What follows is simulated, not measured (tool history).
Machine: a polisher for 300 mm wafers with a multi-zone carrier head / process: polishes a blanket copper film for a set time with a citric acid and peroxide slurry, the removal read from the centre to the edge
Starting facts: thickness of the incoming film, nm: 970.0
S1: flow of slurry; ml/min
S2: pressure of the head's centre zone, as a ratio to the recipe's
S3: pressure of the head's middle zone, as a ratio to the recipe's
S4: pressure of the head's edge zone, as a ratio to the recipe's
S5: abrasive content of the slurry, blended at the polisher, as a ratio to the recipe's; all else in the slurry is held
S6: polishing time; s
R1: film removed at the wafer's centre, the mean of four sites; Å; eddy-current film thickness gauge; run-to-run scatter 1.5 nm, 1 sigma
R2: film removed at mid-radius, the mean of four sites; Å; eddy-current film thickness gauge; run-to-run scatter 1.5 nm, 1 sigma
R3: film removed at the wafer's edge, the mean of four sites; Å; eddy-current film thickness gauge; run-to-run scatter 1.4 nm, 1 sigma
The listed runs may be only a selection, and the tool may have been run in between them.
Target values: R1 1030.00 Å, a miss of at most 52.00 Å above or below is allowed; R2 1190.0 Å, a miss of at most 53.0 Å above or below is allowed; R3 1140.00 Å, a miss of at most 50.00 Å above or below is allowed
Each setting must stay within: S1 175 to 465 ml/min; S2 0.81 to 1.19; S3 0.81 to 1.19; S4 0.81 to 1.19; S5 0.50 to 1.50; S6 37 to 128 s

{"run": 1, "hour": 0.0, "S1": 295, "S2": 1.0, "S3": 1.0, "S4": 1.0, "S5": 1.0, "S6": 82, "R1": 1583.9, "R2": 1594.3, "R3": 1608.4}
{"run": 2, "hour": 6.2, "S1": 295, "S2": 0.97, "S3": 1.0, "S4": 0.98, "S5": 0.9, "S6": 78, "R1": 1441.7, "R2": 1491.1, "R3": 1477.7}
{"run": 3, "hour": 10.3, "S1": 340, "S2": 0.97, "S3": 1.0, "S4": 0.98, "S5": 0.9, "S6": 78, "R1": 1454.8, "R2": 1506.4, "R3": 1490.6}
{"run": 4, "hour": 11.7, "S1": 340, "S2": 0.97, "S3": 1.0, "S4": 0.98, "S5": 0.8, "S6": 78, "R1": 1423.5, "R2": 1489.2, "R3": 1470.0}
{"run": 5, "hour": 20.4, "S1": 340, "S2": 0.97, "S3": 1.0, "S4": 0.98, "S5": 0.8, "S6": 91, "R1": 1641.8, "R2": 1731.0, "R3": 1683.8}
{"run": 6, "hour": 26.5, "S1": 340, "S2": 0.94, "S3": 0.99, "S4": 0.96, "S5": 0.75, "S6": 85, "R1": 1468.7, "R2": 1561.5, "R3": 1570.7}
{"run": 7, "hour": 29.7, "S1": 325, "S2": 0.91, "S3": 1.09, "S4": 0.9, "S5": 0.5, "S6": 62, "R1": 956.12, "R2": 1149.0, "R3": 1015.3}
{"run": 8, "hour": 33.6, "S1": 325, "S2": 0.91, "S3": 1.08, "S4": 0.92, "S5": 0.55, "S6": 62, "R1": 991.46, "R2": 1153.0, "R3": 1020.4}
{"run": 9, "hour": 37.7, "S1": 325, "S2": 0.89, "S3": 1.06, "S4": 0.93, "S5": 0.6, "S6": 63, "R1": 999.38, "R2": 1177.8, "R3": 1085.8}

Which single option among these 5 for the next run brings every result within its allowed miss of target? Just one does.
{"run": "A", "hour": 41.8, "S1": 360, "S2": 0.91, "S3": 1.09, "S4": 0.89, "S5": 0.7, "S6": 58, "R1": "?", "R2": "?", "R3": "?"}
{"run": "B", "hour": 41.8, "S1": 365, "S2": 1.01, "S3": 1.12, "S4": 0.83, "S5": 0.8, "S6": 56, "R1": "?", "R2": "?", "R3": "?"}
{"run": "C", "hour": 41.8, "S1": 310, "S2": 0.97, "S3": 0.99, "S4": 0.94, "S5": 0.55, "S6": 68, "R1": "?", "R2": "?", "R3": "?"}
{"run": "D", "hour": 41.8, "S1": 295, "S2": 0.98, "S3": 0.98, "S4": 1.08, "S5": 0.55, "S6": 64, "R1": "?", "R2": "?", "R3": "?"}
{"run": "E", "hour": 41.8, "S1": 345, "S2": 0.9, "S3": 1.06, "S4": 1.0, "S5": 0.55, "S6": 65, "R1": "?", "R2": "?", "R3": "?"}

move=A R1=993.95 R2=1121.3 R3=1015.20
move=B R1=1097.30 R2=1139.4 R3=976.86
move=C R1=1166.80 R2=1140.6 R3=1153.20
move=D R1=1103.90 R2=1059.4 R3=1157.00
move=E R1=1045.30 R2=1165.3 R3=1142.30
A: misses by more than the last run did
B: misses by more than the last run did
C: brings the last run's worst result on target, with another outside its allowed miss
D: brings the last run's worst result on target, with another outside its allowed miss
E: each result inside its tolerance
The move that meets every target is E.
